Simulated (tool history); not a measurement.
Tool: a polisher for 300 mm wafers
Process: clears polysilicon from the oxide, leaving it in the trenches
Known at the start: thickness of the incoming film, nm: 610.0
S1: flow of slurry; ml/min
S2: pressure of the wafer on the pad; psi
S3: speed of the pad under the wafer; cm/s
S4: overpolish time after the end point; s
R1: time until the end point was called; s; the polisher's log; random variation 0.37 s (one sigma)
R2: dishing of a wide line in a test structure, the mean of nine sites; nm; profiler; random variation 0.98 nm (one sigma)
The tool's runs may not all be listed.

run,hour,S1,S2,S3,S4,R1,R2
1,0.0,220,3.4,88,12,48.271,60.024
2,4.1,220,3.7,88,12,45.330,59.912
3,9.0,255,3.7,88,12,44.071,59.469
4,16.1,255,4.0,88,12,41.148,62.757
5,23.9,255,4.2,88,11,40.135,62.724
6,30.5,255,4.2,70,11,50.647,57.820
7,31.1,255,4.4,74,10,46.248,56.174

The next listed run, before its measurement:
8,32.6,255,4.6,76,10,?,?

Run 8 gave R1 44.530 s, R2 58.966 nm.
